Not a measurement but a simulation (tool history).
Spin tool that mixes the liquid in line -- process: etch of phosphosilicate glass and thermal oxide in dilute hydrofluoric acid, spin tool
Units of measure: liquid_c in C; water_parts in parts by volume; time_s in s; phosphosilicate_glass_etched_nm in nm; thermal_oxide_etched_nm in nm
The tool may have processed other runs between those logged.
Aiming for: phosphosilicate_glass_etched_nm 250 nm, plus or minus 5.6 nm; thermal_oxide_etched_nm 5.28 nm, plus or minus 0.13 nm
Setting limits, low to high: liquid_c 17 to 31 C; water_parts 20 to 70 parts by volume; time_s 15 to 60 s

| run | hour | liquid_c | water_parts | time_s | phosphosilicate_glass_etched_nm | thermal_oxide_etched_nm |
|---|---|---|---|---|---|---|
| 1 | 0 | 23 | 40 | 30 | 154.44 | 3.2406 |
| 2 | 5.1 | 25 | 40 | 30 | 167.4 | 3.5709 |
| 3 | 7.4 | 26 | 40 | 30 | 177.76 | 3.7128 |
| 4 | 10.6 | 26 | 25 | 30 | 287.9 | 5.9971 |
| 5 | 17.1 | 25 | 25 | 30 | 275.42 | 5.7878 |
| 6 | 26.1 | 24.5 | 25 | 30 | 269.19 | 5.7187 |
| 7 | 26.8 | 24 | 25 | 30 | 265.28 | 5.5294 |
| 8 | 32.8 | 23.5 | 25 | 30 | 259.73 | 5.4694 |

4 next moves are on the table. One of them brings every result within its allowed miss. Which?
| A | 38.8 | 27.5 | 30 | 30 | ? | ? |
| B | 38.8 | 29 | 20 | 20 | ? | ? |
| C | 38.8 | 17.5 | 25 | 40 | ? | ? |
| D | 38.8 | 23 | 20 | 25 | ? | ? |

| move | phosphosilicate_glass_etched_nm | thermal_oxide_etched_nm |
|---|---|---|
| A | 250.62 | 5.3536 |
| B | 270.52 | 5.7788 |
| C | 264.1 | 5.6417 |
| D | 263.4 | 5.6266 |
A: each result inside its tolerance
B: lands further from the targets than the last run did
C: lands further from the targets than the last run did
D: lands further from the targets than the last run did
Answer: A

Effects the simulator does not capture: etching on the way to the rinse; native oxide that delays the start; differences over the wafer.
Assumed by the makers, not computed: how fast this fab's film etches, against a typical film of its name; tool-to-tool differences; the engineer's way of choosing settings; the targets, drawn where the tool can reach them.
